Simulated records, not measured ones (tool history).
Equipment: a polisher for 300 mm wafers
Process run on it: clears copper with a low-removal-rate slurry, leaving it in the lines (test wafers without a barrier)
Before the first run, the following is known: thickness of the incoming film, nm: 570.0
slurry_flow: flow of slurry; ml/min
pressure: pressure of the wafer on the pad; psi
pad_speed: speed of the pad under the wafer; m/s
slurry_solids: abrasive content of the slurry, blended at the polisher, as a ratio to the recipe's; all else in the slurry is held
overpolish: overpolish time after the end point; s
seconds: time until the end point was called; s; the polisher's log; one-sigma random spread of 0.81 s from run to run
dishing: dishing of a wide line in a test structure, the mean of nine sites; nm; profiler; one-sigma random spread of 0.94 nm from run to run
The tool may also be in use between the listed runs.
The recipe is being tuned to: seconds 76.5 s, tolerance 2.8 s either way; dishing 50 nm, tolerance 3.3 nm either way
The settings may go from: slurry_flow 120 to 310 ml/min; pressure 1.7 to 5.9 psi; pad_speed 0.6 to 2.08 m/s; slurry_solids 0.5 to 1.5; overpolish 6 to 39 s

| run | hour | slurry_flow | pressure | pad_speed | slurry_solids | overpolish | seconds | dishing |
|---|---|---|---|---|---|---|---|---|
| 1 | 0 | 200 | 3.8 | 1.34 | 1 | 20 | 100.69 | 55.045 |
| 2 | 0.8 | 180 | 3.8 | 1.34 | 1 | 20 | 102.93 | 54.587 |
| 3 | 1.8 | 180 | 3.8 | 1.34 | 1 | 16 | 101.78 | 46.373 |
| 4 | 10.3 | 185 | 4 | 1.34 | 1 | 15 | 98.217 | 46.514 |
| 5 | 14.7 | 190 | 4.2 | 1.34 | 1 | 14 | 91.411 | 45.419 |
| 6 | 20.3 | 195 | 4.3 | 1.34 | 1 | 14 | 88.176 | 45.294 |
| 7 | 21.5 | 200 | 4.4 | 1.34 | 1 | 14 | 87.984 | 46.223 |
| 8 | 23.8 | 200 | 4.5 | 1.34 | 1 | 14 | 84.183 | 49.168 |
| 9 | 29.3 | 205 | 4.6 | 1.34 | 1 | 14 | 84.051 | 50.74 |
| 10 | 34.4 | 205 | 4.6 | 1.34 | 1 | 14 | 83.628 | 49.056 |
| 11 | 39.8 | 205 | 4.7 | 1.34 | 1 | 14 | 80.747 | 49.55 |
| 12 | 48.6 | 205 | 4.7 | 1.34 | 1 | 14 | 80.792 | 49.671 |
| 13 | 56 | 205 | 4.8 | 1.34 | 1 | 14 | 79.452 | 51.388 |
|  | 62.2 | slurry nozzle cleaned |
| 14 | 62.2 | 205 | 4.9 | 1.34 | 1 | 13 | 71.881 | 52.102 |

4 next moves are on the table. One of them brings every result within its allowed miss. Which?
| A | 68.4 | 165 | 5.4 | 1.28 | 0.95 | 12 | ? | ? |
| B | 68.4 | 220 | 4.7 | 1.6 | 0.8 | 15 | ? | ? |
| C | 68.4 | 205 | 5.5 | 1.32 | 0.8 | 12 | ? | ? |
| D | 68.4 | 195 | 4.9 | 1.22 | 1.05 | 13 | ? | ? |

| move | seconds | dishing |
|---|---|---|
| A | 69.735 | 50.345 |
| B | 69.005 | 59.407 |
| C | 68.651 | 51.001 |
| D | 74.503 | 50.636 |
A: lands further from the targets than the last run did
B: lands further from the targets than the last run did
C: lands further from the targets than the last run did
D: hits every target within its allowed miss
So the answer is move D, the one that meets all the targets.

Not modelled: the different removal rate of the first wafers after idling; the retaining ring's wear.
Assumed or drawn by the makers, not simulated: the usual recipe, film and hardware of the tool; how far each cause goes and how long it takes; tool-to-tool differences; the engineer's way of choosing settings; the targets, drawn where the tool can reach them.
